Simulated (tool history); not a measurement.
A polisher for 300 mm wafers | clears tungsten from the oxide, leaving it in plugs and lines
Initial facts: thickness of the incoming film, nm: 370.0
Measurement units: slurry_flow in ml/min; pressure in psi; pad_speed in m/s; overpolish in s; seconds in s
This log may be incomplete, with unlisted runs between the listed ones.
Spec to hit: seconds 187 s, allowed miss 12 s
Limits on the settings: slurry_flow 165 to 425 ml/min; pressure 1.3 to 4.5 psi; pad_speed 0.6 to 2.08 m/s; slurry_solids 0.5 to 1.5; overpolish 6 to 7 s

{"run": 1, "day": 0.0, "slurry_flow": 275, "pressure": 2.9, "pad_speed": 1.34, "slurry_solids": 1, "overpolish": 7, "seconds": 104.57}
{"run": 2, "day": 0.3, "slurry_flow": 275, "pressure": 2.9, "pad_speed": 1.34, "slurry_solids": 1, "overpolish": 7, "seconds": 102.92}
{"run": 3, "day": 0.396, "slurry_flow": 275, "pressure": 2.7, "pad_speed": 1.32, "slurry_solids": 1, "overpolish": 7, "seconds": 114.69}
{"run": 4, "day": 0.75, "slurry_flow": 275, "pressure": 3.1, "pad_speed": 1.32, "slurry_solids": 1, "overpolish": 7, "seconds": 100.8}
{"run": 5, "day": 1.033, "slurry_flow": 275, "pressure": 3.1, "pad_speed": 1.32, "slurry_solids": 1.2, "overpolish": 7, "seconds": 95.7}
{"run": 6, "day": 1.321, "slurry_flow": 275, "pressure": 3.1, "pad_speed": 1.1, "slurry_solids": 1.2, "overpolish": 7, "seconds": 108.19}
{"run": 7, "day": 1.6, "slurry_flow": 275, "pressure": 2.9, "pad_speed": 1.08, "slurry_solids": 1.2, "overpolish": 7, "seconds": 114.64}
{"day": 1.758, "done": "worn pad replaced by a new one"}
{"run": 8, "day": 1.758, "slurry_flow": 275, "pressure": 2.1, "pad_speed": 0.92, "slurry_solids": 1.2, "overpolish": 7, "seconds": 165.34}
{"run": 9, "day": 2.117, "slurry_flow": 275, "pressure": 1.7, "pad_speed": 0.88, "slurry_solids": 1.2, "overpolish": 7, "seconds": 201.15}

Consider the 5 candidate settings below. Which is the only one whose results all fall within their allowed miss of target?
{"run": "A", "day": 2.475, "slurry_flow": 235, "pressure": 2.1, "pad_speed": 0.76, "slurry_solids": 1.15, "overpolish": 7, "seconds": "?"}
{"run": "B", "day": 2.475, "slurry_flow": 280, "pressure": 1.7, "pad_speed": 0.8, "slurry_solids": 1.25, "overpolish": 6, "seconds": "?"}
{"run": "C", "day": 2.475, "slurry_flow": 255, "pressure": 1.4, "pad_speed": 1, "slurry_solids": 1.25, "overpolish": 6, "seconds": "?"}
{"run": "D", "day": 2.475, "slurry_flow": 240, "pressure": 1.9, "pad_speed": 0.62, "slurry_solids": 1, "overpolish": 7, "seconds": "?"}
{"run": "E", "day": 2.475, "slurry_flow": 300, "pressure": 1.8, "pad_speed": 0.66, "slurry_solids": 1.2, "overpolish": 6, "seconds": "?"}

move=A seconds=185.74
move=B seconds=211.72
move=C seconds=224.57
move=D seconds=238.4
move=E seconds=224.37
A: every result lands within tolerance
B: lands further from the targets than the last run did
C: lands further from the targets than the last run did
D: lands further from the targets than the last run did
E: lands further from the targets than the last run did
Correct choice: A, which meets every target
